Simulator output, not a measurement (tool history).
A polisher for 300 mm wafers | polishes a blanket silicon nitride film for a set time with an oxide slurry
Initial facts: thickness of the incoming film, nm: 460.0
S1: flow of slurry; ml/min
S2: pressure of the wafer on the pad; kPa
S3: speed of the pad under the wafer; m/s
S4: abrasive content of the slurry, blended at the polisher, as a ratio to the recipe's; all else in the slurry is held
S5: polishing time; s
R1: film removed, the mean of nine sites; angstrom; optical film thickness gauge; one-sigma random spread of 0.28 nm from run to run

run	hour	S1	S2	S3	S4	S5	R1
1	0.0	210	30.3	1.32	1.0	35	306.89
2	6.3	210	28.3	1.32	1.0	35	284.27
3	7.3	210	26.9	1.32	1.0	35	275.17
4	8.6	210	26.9	1.64	1.0	35	328.36
5	9.7	210	26.9	1.64	1.0	35	330.09
6	12.6	210	26.9	1.84	1.0	35	357.38
7	20.6	210	23.4	1.82	1.0	35	308.05
8	25.4	210	22.1	1.82	1.0	35	294.80
9	27.3	210	20.7	1.82	1.0	35	273.75

Expected results for the next run?
10	31.4	210	20.0	1.82	1.0	35	?

R1: 265.62 angstrom
